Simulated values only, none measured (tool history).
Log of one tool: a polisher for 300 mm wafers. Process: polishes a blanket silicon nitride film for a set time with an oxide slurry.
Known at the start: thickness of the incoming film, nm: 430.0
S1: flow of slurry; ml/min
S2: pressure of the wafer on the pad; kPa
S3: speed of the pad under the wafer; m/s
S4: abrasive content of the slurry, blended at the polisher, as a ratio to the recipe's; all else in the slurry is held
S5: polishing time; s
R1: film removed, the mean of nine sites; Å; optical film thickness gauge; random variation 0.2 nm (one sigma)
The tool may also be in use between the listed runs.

Run 1, hour 0.0: S1 135 ml/min, S2 29.0 kPa, S3 0.94 m/s, S4 1.0, S5 39 s. Result: R1 280.59 Å.
Run 2, hour 7.4: S1 130 ml/min, S2 24.8 kPa, S3 0.94 m/s, S4 1.0, S5 39 s. Result: R1 254.30 Å.
Run 3, hour 15.9: S1 130 ml/min, S2 24.8 kPa, S3 0.94 m/s, S4 1.1, S5 39 s. Result: R1 263.12 Å.
Run 4, hour 21.2: S1 130 ml/min, S2 21.4 kPa, S3 0.90 m/s, S4 1.1, S5 39 s. Result: R1 235.73 Å.
Run 5, hour 23.5: S1 130 ml/min, S2 18.6 kPa, S3 0.86 m/s, S4 1.1, S5 39 s. Result: R1 214.70 Å.
Run 6, hour 26.9: S1 130 ml/min, S2 16.5 kPa, S3 0.84 m/s, S4 1.1, S5 39 s. Result: R1 202.91 Å.
Run 7, hour 33.5: S1 130 ml/min, S2 15.2 kPa, S3 0.82 m/s, S4 1.1, S5 39 s. Result: R1 188.95 Å.

Run 8 comes next. What will it give?
Run 8, hour 39.1: S1 130 ml/min, S2 15.2 kPa, S3 0.82 m/s, S4 1.1, S5 39 s. Result: R1 ?.

Run 8 gave R1 190.16 Å.
